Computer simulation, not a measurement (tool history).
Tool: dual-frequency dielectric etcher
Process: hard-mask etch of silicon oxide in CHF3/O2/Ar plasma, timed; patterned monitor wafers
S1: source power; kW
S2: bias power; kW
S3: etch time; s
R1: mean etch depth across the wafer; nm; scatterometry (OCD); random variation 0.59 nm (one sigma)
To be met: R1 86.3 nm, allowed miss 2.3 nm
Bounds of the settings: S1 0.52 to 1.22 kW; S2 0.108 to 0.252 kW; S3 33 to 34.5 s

Run 1, day 0: S1 0.87 kW, S2 0.18 kW, S3 33 s. Result: R1 70.803 nm.
Run 2, day 0.167: S1 0.87 kW, S2 0.18 kW, S3 34.5 s. Result: R1 74.353 nm.
Run 3, day 0.229: S1 0.87 kW, S2 0.18 kW, S3 34.5 s. Result: R1 74.026 nm.
Run 4, day 0.292: S1 0.87 kW, S2 0.201 kW, S3 34.5 s. Result: R1 78.311 nm.
Run 5, day 0.429: S1 0.87 kW, S2 0.179 kW, S3 34.5 s. Result: R1 75.007 nm.
Run 6, day 0.796: S1 0.94 kW, S2 0.184 kW, S3 34.5 s. Result: R1 78.383 nm.
Run 7, day 1.138: S1 0.94 kW, S2 0.184 kW, S3 34.5 s. Result: R1 78.469 nm.
Run 8, day 1.392: S1 0.98 kW, S2 0.186 kW, S3 34.5 s. Result: R1 80.096 nm.
Run 9, day 1.438: S1 1.01 kW, S2 0.188 kW, S3 34.5 s. Result: R1 80.059 nm.
Run 10, day 1.6: S1 1.05 kW, S2 0.192 kW, S3 34.5 s. Result: R1 83.068 nm.
Run 11, day 1.671: S1 1.07 kW, S2 0.193 kW, S3 34.5 s. Result: R1 83.339 nm.

5 next moves are on the table. One of them brings every result within its allowed miss. Which?
Run A, day 1.742: S1 1.21 kW, S2 0.18 kW, S3 34.5 s. Result: R1 ?.
Run B, day 1.742: S1 0.94 kW, S2 0.225 kW, S3 33 s. Result: R1 ?.
Run C, day 1.742: S1 1.08 kW, S2 0.197 kW, S3 33.5 s. Result: R1 ?.
Run D, day 1.742: S1 1 kW, S2 0.181 kW, S3 34.5 s. Result: R1 ?.
Run E, day 1.742: S1 1.01 kW, S2 0.186 kW, S3 34 s. Result: R1 ?.

move      R1
   A  85.934
   B  79.824
   C  82.019
   D  79.292
   E  79.239
A: meets every target
B: further off than the last run
C: further off than the last run
D: further off than the last run
E: further off than the last run
Move A is the one to make.
